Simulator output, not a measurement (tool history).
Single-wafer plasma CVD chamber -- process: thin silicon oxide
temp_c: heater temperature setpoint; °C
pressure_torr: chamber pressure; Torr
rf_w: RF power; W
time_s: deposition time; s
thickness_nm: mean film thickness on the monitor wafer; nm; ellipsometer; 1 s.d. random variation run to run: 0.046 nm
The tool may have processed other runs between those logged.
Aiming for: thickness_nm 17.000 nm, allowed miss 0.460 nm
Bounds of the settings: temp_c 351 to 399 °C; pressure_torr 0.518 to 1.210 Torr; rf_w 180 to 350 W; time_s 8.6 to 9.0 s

run  hour  temp_c  pressure_torr  rf_w  time_s  thickness_nm
  1   0.0     375          0.864   265     9.0        14.442
  2   1.0     375          0.938   265     9.0        15.394
  3   1.7     368          0.938   265     9.0        15.387
  4   5.2     373          0.938   265     9.0        15.378
  5  10.2     373          0.948   265     9.0        15.612
     13.8  -- thermocouple changed; heater temperature recalibrated
  6  13.8     367          0.948   265     9.0        15.573
  7  14.6     367          0.957   265     9.0        15.693
  8  22.2     367          0.965   265     9.0        15.764
  9  28.2     367          0.973   265     9.0        15.866

Consider the 5 candidate settings below. Which is the only one whose results all fall within their allowed miss of target?
  A  34.2     365          0.993   295     9.0             ?
  B  34.2     355          0.956   265     8.7             ?
  C  34.2     351          1.146   275     9.0             ?
  D  34.2     366          0.911   285     9.0             ?
  E  34.2     368          1.049   240     8.9             ?

move  thickness_nm
   A        16.791
   B        15.212
   C        17.951
   D        15.522
   E        15.672
A: in spec on every target
B: lands further from the targets than the last run did
C: the result that was furthest off in the last run now lies on the other side of its target
D: lands further from the targets than the last run did
E: lands further from the targets than the last run did
A meets every target.
